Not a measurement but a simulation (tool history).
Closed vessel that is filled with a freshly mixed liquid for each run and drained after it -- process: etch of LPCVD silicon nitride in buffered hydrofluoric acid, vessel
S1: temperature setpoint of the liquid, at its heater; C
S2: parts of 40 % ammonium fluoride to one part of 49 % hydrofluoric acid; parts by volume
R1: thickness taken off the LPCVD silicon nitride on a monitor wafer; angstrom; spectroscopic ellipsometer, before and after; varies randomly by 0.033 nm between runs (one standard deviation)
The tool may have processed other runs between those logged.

{"run": 1, "hour": 0.0, "S1": 21, "S2": 16, "time in the liquid (s)": 705, "R1": 59.185}
{"run": 2, "hour": 8.6, "S1": 21, "S2": 20.5, "time in the liquid (s)": 705, "R1": 47.496}
{"run": 3, "hour": 10.7, "S1": 22, "S2": 20.5, "time in the liquid (s)": 705, "R1": 49.689}
{"run": 4, "hour": 13.9, "S1": 22.5, "S2": 20.5, "time in the liquid (s)": 705, "R1": 50.982}
{"run": 5, "hour": 20.5, "S1": 20, "S2": 20.5, "time in the liquid (s)": 705, "R1": 43.776}
{"run": 6, "hour": 25.6, "S1": 20.5, "S2": 20.5, "time in the liquid (s)": 705, "R1": 46.074}

Run 7 is up next; what results do you expect?
{"run": 7, "hour": 34.5, "S1": 22, "S2": 20.5, "time in the liquid (s)": 705, "R1": "?"}

For run 7 the tool returned R1 49.934 angstrom.

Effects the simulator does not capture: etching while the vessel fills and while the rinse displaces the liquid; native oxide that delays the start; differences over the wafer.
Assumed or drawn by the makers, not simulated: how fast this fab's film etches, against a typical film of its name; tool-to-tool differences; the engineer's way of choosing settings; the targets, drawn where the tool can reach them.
